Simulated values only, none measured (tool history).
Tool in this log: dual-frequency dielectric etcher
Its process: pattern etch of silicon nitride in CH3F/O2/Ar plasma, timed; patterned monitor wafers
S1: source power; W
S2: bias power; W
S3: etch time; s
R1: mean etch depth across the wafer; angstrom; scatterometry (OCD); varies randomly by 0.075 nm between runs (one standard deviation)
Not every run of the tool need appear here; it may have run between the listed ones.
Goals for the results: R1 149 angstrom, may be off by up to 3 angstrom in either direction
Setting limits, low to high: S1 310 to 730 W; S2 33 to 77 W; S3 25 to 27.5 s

{"run": 1, "hour": 0.0, "S1": 520, "S2": 55, "S3": 27.5, "R1": 197.35}
{"run": 2, "hour": 6.3, "S1": 450, "S2": 55, "S3": 27.5, "R1": 187.19}
{"run": 3, "hour": 13.6, "S1": 450, "S2": 55, "S3": 27.5, "R1": 187.07}
{"run": 4, "hour": 19.5, "S1": 430, "S2": 51, "S3": 27, "R1": 172.96}
{"run": 5, "hour": 20.2, "S1": 430, "S2": 58, "S3": 27, "R1": 183.64}
{"hour": 27.0, "done": "source power generator calibrated"}
{"run": 6, "hour": 27.0, "S1": 430, "S2": 58, "S3": 25, "R1": 173.83}
{"run": 7, "hour": 33.3, "S1": 330, "S2": 47, "S3": 25, "R1": 140.6}
{"run": 8, "hour": 35.3, "S1": 340, "S2": 47, "S3": 25, "R1": 142.48}
{"run": 9, "hour": 44.1, "S1": 350, "S2": 47, "S3": 25, "R1": 144.32}

Which one of the following 5 next-run settings gets every result inside its allowed miss? There is exactly one.
{"run": "A", "hour": 52.9, "S1": 400, "S2": 45, "S3": 26, "R1": "?"}
{"run": "B", "hour": 52.9, "S1": 340, "S2": 47, "S3": 25, "R1": "?"}
{"run": "C", "hour": 52.9, "S1": 320, "S2": 45, "S3": 26, "R1": "?"}
{"run": "D", "hour": 52.9, "S1": 460, "S2": 39, "S3": 27, "R1": "?"}
{"run": "E", "hour": 52.9, "S1": 320, "S2": 54, "S3": 25, "R1": "?"}

move=A R1=153.26
move=B R1=141.91
move=C R1=140.91
move=D R1=155.38
move=E R1=149.44
A: pushes the last run's worst result past its target
B: misses by more than the last run did
C: misses by more than the last run did
D: pushes the last run's worst result past its target
E: hits every target within its allowed miss
Go with E: it meets all targets.
